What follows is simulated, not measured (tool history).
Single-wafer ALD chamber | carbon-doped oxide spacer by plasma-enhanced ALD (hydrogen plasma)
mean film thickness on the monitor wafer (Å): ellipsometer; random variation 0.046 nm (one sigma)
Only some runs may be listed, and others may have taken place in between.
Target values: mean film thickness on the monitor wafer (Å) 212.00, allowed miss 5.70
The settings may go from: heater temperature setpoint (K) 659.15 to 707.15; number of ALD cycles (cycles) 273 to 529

run	day	heater temperature setpoint (K)	number of ALD cycles (cycles)	mean film thickness on the monitor wafer (Å)
1	0.000	683.15	401	184.56
2	0.054	675.15	401	188.65
3	0.342	675.15	406	191.24
4	0.417	681.15	406	188.04
5	0.708	681.15	354	163.79
6	0.767	689.15	354	159.87
7	1.121	678.15	418	196.24
8	1.246	678.15	421	196.86
9	1.350	678.15	424	198.90
10	1.650	678.15	426	198.59
11	1.925	677.15	428	201.80

Of the 4 settings listed for the next run, only one would bring every result within its allowed miss of target. Which one?
A	2.200	669.15	394	?
B	2.200	688.15	464	?
C	2.200	670.15	471	?
D	2.200	684.15	400	?

move	mean film thickness on the monitor wafer (Å)
A	186.05
B	211.76
C	222.41
D	184.54
A: further off than the last run
B: every result lands within tolerance
C: pushes the last run's worst result past its target
D: further off than the last run
So the answer is move B, the one that meets all the targets.

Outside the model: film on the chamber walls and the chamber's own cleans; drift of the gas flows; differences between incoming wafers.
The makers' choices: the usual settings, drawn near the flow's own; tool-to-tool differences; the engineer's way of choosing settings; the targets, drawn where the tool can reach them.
